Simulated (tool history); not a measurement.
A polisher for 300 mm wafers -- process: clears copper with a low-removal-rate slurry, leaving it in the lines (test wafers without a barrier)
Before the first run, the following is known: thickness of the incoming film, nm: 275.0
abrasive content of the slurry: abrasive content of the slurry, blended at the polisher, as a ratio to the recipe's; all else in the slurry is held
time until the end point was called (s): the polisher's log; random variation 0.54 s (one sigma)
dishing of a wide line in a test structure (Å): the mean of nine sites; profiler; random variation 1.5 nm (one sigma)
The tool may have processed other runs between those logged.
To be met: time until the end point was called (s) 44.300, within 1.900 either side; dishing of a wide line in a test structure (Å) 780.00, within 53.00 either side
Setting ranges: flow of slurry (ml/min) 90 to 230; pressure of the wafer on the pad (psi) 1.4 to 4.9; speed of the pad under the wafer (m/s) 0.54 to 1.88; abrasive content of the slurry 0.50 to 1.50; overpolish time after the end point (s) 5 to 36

run	hour	flow of slurry (ml/min)	pressure of the wafer on the pad (psi)	speed of the pad under the wafer (m/s)	abrasive content of the slurry	overpolish time after the end point (s)	time until the end point was called (s)	dishing of a wide line in a test structure (Å)
1	0.0	150	3.1	1.20	1.00	18	69.694	409.90
2	1.9	150	3.1	0.90	1.00	18	93.307	324.93
3	4.8	150	3.6	0.94	1.00	19	79.213	380.11
4	5.9	150	4.0	1.02	1.00	21	67.000	477.69
5	8.5	150	4.0	1.18	1.00	21	60.043	526.00
6	16.4	115	4.0	1.18	1.00	21	63.041	505.41
7	19.8	140	4.9	1.22	1.00	24	51.192	688.50
8	24.7	145	4.9	1.26	1.00	24	46.923	700.56
9	29.7	150	4.9	1.28	1.00	24	46.012	704.77
10	38.0	150	4.9	1.28	1.00	25	47.619	722.88

4 next moves are on the table. One of them brings every result within its allowed miss. Which?
A	46.3	185	4.9	1.32	1.00	31	?	?
B	46.3	145	4.7	1.36	1.10	22	?	?
C	46.3	160	4.5	1.24	1.05	31	?	?
D	46.3	130	4.9	1.34	1.20	26	?	?

move	time until the end point was called (s)	dishing of a wide line in a test structure (Å)
A	43.972	869.27
B	45.274	684.30
C	50.696	790.86
D	44.799	772.70
A: puts the biggest miss on target and leaves a different result outside tolerance
B: puts the biggest miss on target and leaves a different result outside tolerance
C: its largest miss is bigger than the last run's
D: each result inside its tolerance
Go with D: it meets all targets.
